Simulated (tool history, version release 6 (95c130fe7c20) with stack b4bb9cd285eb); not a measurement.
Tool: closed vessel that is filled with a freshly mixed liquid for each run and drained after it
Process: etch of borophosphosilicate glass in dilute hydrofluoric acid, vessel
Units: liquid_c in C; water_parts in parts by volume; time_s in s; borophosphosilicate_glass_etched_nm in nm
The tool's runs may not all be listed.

run	hour	liquid_c	water_parts	time_s	borophosphosilicate_glass_etched_nm
1	0	22	90	30	14.457
2	9.2	22	105	30	12.174
3	18.5	20	105	30	11.253
4	26.4	22.5	95	30	13.909
5	28.4	24.5	90	30	16.108
6	37.3	24.5	90	30	15.999
7	46.1	26	85	30	18.216

Forecast run 8:
8	52.9	26	85	30	?

{"run 8": {"borophosphosilicate_glass_etched_nm": 18.079}}
